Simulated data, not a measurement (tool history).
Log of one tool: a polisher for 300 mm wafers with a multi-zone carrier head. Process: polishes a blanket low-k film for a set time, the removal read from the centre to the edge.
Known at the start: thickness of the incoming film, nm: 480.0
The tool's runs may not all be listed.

run,hour,flow of slurry (ml/min),pressure of the head's centre zone,pressure of the head's middle zone,pressure of the head's edge zone,abrasive content of the slurry,polishing time (s),film removed at the wafer's centre (nm),film removed at mid-radius (nm),film removed at the wafer's edge (nm)
1,0,260,1,1,1,1,45,22.621,22.203,22.504
2,3.9,260,0.99,1.01,1.02,1.1,45,23.336,23.44,23.797
3,6,260,0.99,1.01,1.02,1.2,45,24.155,24.177,24.706
4,8,260,0.92,1.01,1.02,1.2,45,23.241,24.896,24.633
5,16.7,260,0.92,1.01,1.09,1.2,45,23.252,24.478,25.256
6,19.9,260,0.92,1.01,1.09,1.4,45,24.504,25.879,27.142
7,28.9,265,0.91,1.02,1.1,1.4,46,24.676,26.569,27.371
8,35.1,265,0.9,1.02,1.11,1.4,47,25.657,27.843,28.263
9,40.3,310,0.83,1,1.19,1.5,50,26.236,29.654,32.196
10,47.2,310,0.84,1.01,1.19,1.5,50,27.066,30.328,32.508
11,48,315,0.84,1.01,1.19,1.5,50,26.842,30.182,32.427

The next listed run, before its measurement:
12,50.9,320,0.84,1.01,1.19,1.5,50,?,?,?

film removed at the wafer's centre (nm): 26.675
film removed at mid-radius (nm): 30.103
film removed at the wafer's edge (nm): 32.757
